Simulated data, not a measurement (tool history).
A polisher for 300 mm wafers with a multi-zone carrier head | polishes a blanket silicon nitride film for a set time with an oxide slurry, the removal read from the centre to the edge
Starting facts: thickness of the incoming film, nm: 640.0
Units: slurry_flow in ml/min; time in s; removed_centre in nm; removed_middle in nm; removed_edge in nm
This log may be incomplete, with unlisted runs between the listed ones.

{"run": 1, "hour": 0.0, "slurry_flow": 255, "centre_zone": 1.0, "middle_zone": 1.0, "edge_zone": 1.0, "slurry_solids": 1.0, "time": 54, "removed_centre": 43.287, "removed_middle": 43.193, "removed_edge": 42.614}
{"run": 2, "hour": 3.6, "slurry_flow": 255, "centre_zone": 1.0, "middle_zone": 1.0, "edge_zone": 1.0, "slurry_solids": 0.8, "time": 54, "removed_centre": 37.505, "removed_middle": 37.941, "removed_edge": 36.335}
{"run": 3, "hour": 10.6, "slurry_flow": 255, "centre_zone": 0.97, "middle_zone": 1.0, "edge_zone": 1.0, "slurry_solids": 0.8, "time": 54, "removed_centre": 36.75, "removed_middle": 38.099, "removed_edge": 36.621}
{"run": 4, "hour": 18.3, "slurry_flow": 255, "centre_zone": 0.97, "middle_zone": 0.93, "edge_zone": 1.0, "slurry_solids": 0.8, "time": 54, "removed_centre": 36.697, "removed_middle": 35.336, "removed_edge": 36.828}
{"run": 5, "hour": 22.5, "slurry_flow": 265, "centre_zone": 0.97, "middle_zone": 0.97, "edge_zone": 1.03, "slurry_solids": 0.85, "time": 54, "removed_centre": 37.894, "removed_middle": 38.655, "removed_edge": 38.604}
{"run": 6, "hour": 28.2, "slurry_flow": 270, "centre_zone": 0.97, "middle_zone": 0.99, "edge_zone": 1.06, "slurry_solids": 0.9, "time": 54, "removed_centre": 39.389, "removed_middle": 40.943, "removed_edge": 41.083}
{"run": 7, "hour": 32.7, "slurry_flow": 280, "centre_zone": 0.97, "middle_zone": 1.01, "edge_zone": 1.09, "slurry_solids": 0.95, "time": 54, "removed_centre": 41.278, "removed_middle": 43.194, "removed_edge": 43.075}
{"run": 8, "hour": 39.8, "slurry_flow": 290, "centre_zone": 0.96, "middle_zone": 1.03, "edge_zone": 1.11, "slurry_solids": 0.95, "time": 54, "removed_centre": 40.747, "removed_middle": 43.612, "removed_edge": 43.512}

Forecast run 9:
{"run": 9, "hour": 40.6, "slurry_flow": 295, "centre_zone": 0.96, "middle_zone": 1.06, "edge_zone": 1.13, "slurry_solids": 1.0, "time": 54, "removed_centre": "?", "removed_middle": "?", "removed_edge": "?"}

removed_centre: 42.005 nm
removed_middle: 46.538 nm
removed_edge: 45.583 nm
